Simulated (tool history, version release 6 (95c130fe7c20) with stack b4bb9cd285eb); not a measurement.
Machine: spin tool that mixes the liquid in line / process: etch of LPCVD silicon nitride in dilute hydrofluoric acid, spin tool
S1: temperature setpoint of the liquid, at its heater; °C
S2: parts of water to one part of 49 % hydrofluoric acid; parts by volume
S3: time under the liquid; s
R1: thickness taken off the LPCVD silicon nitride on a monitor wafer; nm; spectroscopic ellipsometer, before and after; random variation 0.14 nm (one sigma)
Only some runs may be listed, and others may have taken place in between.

{"run": 1, "hour": 0.0, "S1": 23, "S2": 45, "S3": 300, "R1": 3.7541}
{"run": 2, "hour": 0.7, "S1": 23, "S2": 45, "S3": 320, "R1": 4.1389}
{"run": 3, "hour": 5.4, "S1": 25, "S2": 45, "S3": 320, "R1": 4.7421}
{"run": 4, "hour": 9.1, "S1": 25, "S2": 45, "S3": 320, "R1": 4.7186}
{"run": 5, "hour": 13.1, "S1": 26.5, "S2": 45, "S3": 320, "R1": 5.2112}
{"run": 6, "hour": 19.0, "S1": 27.5, "S2": 45, "S3": 320, "R1": 5.4961}
{"run": 7, "hour": 24.7, "S1": 28.5, "S2": 45, "S3": 320, "R1": 5.8264}
{"hour": 29.2, "done": "thermometer replaced"}
{"run": 8, "hour": 29.2, "S1": 29, "S2": 45, "S3": 320, "R1": 5.2347}
{"run": 9, "hour": 34.8, "S1": 29.5, "S2": 40, "S3": 320, "R1": 6.1522}
{"run": 10, "hour": 39.8, "S1": 30, "S2": 35, "S3": 320, "R1": 7.205}

For run 11, what comes out?
{"run": 11, "hour": 44.4, "S1": 30.5, "S2": 35, "S3": 320, "R1": "?"}

Run 11 yielded R1 7.3757 nm.
